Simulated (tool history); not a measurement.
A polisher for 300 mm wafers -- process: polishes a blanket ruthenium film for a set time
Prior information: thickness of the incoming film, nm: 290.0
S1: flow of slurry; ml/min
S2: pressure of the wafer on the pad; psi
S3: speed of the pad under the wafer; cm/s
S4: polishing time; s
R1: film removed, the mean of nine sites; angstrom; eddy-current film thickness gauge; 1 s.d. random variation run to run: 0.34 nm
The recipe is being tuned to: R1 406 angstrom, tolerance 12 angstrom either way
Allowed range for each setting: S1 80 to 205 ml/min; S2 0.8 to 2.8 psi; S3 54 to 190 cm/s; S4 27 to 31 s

run,hour,S1,S2,S3,S4,R1
1,0,135,1.8,122,31,308.65
2,4.3,140,1.9,122,31,320.8
3,11.4,140,2,122,31,335.75
4,13.1,140,2,92,31,251.36
5,19.9,140,2,92,31,249.63
6,25.3,145,2.2,94,31,274.48
7,32.2,145,2.3,98,31,292.86
8,37.6,145,2.4,102,31,318.11
9,43.8,145,2.5,104,31,329.52
10,49.7,150,2.6,106,31,343.86
11,55,150,2.6,110,31,359.25
12,59.5,150,2.6,112,31,364.51
13,67,150,2.6,114,31,368.75
14,69.4,150,2.6,116,31,379.28

4 next moves are on the table. One of them brings every result within its allowed miss. Which?
A,71.8,165,2.5,142,31,?
B,71.8,145,2.3,146,31,?
C,71.8,185,2.7,134,27,?
D,71.8,170,2.5,114,28,?

move,R1
A,450.88
B,428.27
C,398.25
D,330.63
A: takes the biggest miss from the last run beyond its target
B: takes the biggest miss from the last run beyond its target
C: all results in spec
D: its largest miss is bigger than the last run's
Go with C: it meets all targets.
